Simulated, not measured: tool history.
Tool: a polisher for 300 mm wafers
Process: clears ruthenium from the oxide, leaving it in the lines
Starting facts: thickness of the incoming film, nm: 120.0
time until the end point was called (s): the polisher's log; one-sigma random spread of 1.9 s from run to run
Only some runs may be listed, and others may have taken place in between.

| run | hour | flow of slurry (ml/min) | pressure of the wafer on the pad (kPa) | speed of the pad under the wafer (cm/s) | overpolish time after the end point (s) | time until the end point was called (s) |
|---|---|---|---|---|---|---|
| 1 | 0.0 | 295 | 12.4 | 126 | 24 | 107.260 |
| 2 | 9.0 | 295 | 14.5 | 126 | 24 | 93.082 |
| 3 | 16.8 | 295 | 13.1 | 126 | 24 | 100.890 |
| 4 | 24.5 | 295 | 13.1 | 126 | 24 | 102.470 |
| 5 | 29.1 | 340 | 13.1 | 126 | 24 | 98.533 |
| 6 | 32.3 | 280 | 13.1 | 126 | 24 | 101.890 |
| 7 | 39.1 | 280 | 11.7 | 124 | 24 | 115.580 |
| 8 | 44.8 | 275 | 11.0 | 124 | 24 | 120.170 |
| 9 | 45.4 | 275 | 10.3 | 124 | 24 | 126.270 |

The next listed run, before its measurement:
| 10 | 46.5 | 275 | 9.7 | 124 | 24 | ? |

time until the end point was called (s): 133.880
